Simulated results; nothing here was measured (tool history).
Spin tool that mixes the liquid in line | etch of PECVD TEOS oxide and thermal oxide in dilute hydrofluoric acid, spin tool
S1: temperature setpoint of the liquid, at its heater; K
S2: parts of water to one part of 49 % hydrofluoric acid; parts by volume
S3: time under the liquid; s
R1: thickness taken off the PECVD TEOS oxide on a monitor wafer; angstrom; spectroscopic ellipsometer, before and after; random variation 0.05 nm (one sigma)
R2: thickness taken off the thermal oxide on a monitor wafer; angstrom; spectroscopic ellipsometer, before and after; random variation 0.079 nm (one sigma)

run	hour	S1	S2	S3	R1	R2
1	0.0	295.15	100	180	137.35	69.451
2	6.8	298.65	100	180	157.41	79.710
3	8.8	298.65	100	230	201.24	100.950
4	15.8	297.15	100	230	189.97	96.900
5	22.6	297.15	100	160	132.45	66.246
6	24.0	298.65	100	160	139.91	70.427
7	30.9	299.65	100	160	146.27	74.217

Run 8 comes next. What will it give?
8	39.8	300.15	100	160	?	?

R1: 148.42 angstrom
R2: 75.121 angstrom
